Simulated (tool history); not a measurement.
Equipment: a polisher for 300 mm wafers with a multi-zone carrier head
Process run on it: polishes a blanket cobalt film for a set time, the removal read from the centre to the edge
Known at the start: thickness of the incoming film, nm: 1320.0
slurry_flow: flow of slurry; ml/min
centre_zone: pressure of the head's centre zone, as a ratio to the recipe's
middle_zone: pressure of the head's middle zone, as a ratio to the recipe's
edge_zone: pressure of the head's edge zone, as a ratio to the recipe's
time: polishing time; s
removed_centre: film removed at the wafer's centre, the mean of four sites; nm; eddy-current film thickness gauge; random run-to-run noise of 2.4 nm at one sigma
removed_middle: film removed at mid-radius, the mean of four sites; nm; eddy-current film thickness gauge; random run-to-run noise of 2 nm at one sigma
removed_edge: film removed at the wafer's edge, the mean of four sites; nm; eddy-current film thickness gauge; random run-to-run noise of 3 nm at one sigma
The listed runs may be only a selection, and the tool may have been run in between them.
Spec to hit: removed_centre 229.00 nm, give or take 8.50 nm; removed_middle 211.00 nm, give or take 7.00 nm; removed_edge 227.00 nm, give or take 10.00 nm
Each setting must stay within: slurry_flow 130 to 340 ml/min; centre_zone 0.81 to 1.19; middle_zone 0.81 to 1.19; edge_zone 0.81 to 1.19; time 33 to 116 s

| run | hour | slurry_flow | centre_zone | middle_zone | edge_zone | time | removed_centre | removed_middle | removed_edge |
|---|---|---|---|---|---|---|---|---|---|
| 1 | 0.0 | 220 | 1.00 | 1.00 | 1.00 | 74 | 337.37 | 305.83 | 303.73 |
| 2 | 6.9 | 220 | 1.00 | 1.00 | 0.96 | 74 | 338.02 | 306.31 | 303.33 |
| 3 | 8.2 | 220 | 1.00 | 1.00 | 1.03 | 74 | 333.34 | 307.30 | 305.91 |
| 4 | 10.1 | 220 | 1.00 | 0.92 | 1.03 | 74 | 339.69 | 288.98 | 309.14 |
| 5 | 12.8 | 170 | 1.00 | 0.92 | 1.03 | 74 | 317.73 | 274.18 | 298.17 |
| 6 | 15.5 | 170 | 0.99 | 0.92 | 1.02 | 70 | 302.59 | 259.08 | 284.40 |
| 7 | 22.2 | 170 | 0.98 | 0.93 | 1.01 | 67 | 281.63 | 250.48 | 270.74 |
|  | 23.2 | centre zone pressure recalibrated |
| 8 | 23.2 | 165 | 0.90 | 0.85 | 0.91 | 58 | 211.24 | 198.82 | 222.51 |
| 9 | 27.2 | 175 | 0.91 | 0.86 | 0.91 | 58 | 217.15 | 203.65 | 220.77 |

5 candidate next runs follow, results not yet known. Just one meets every target within its allowed miss. Identify it.
| A | 31.2 | 135 | 0.99 | 0.90 | 0.92 | 61 | ? | ? | ? |
| B | 31.2 | 150 | 0.94 | 0.85 | 0.93 | 58 | ? | ? | ? |
| C | 31.2 | 165 | 0.86 | 0.84 | 0.96 | 59 | ? | ? | ? |
| D | 31.2 | 195 | 0.88 | 0.82 | 0.81 | 55 | ? | ? | ? |
| E | 31.2 | 155 | 1.01 | 0.83 | 0.92 | 59 | ? | ? | ? |

| move | removed_centre | removed_middle | removed_edge |
|---|---|---|---|
| A | 230.65 | 212.22 | 224.46 |
| B | 215.15 | 198.41 | 218.52 |
| C | 206.32 | 204.31 | 228.76 |
| D | 203.35 | 192.97 | 203.27 |
| E | 235.90 | 199.69 | 222.50 |
A: meets every target
B: lands further from the targets than the last run did
C: lands further from the targets than the last run did
D: lands further from the targets than the last run did
E: corrects the largest miss of the last run, while another result sits out of spec
The move that meets every target is A.
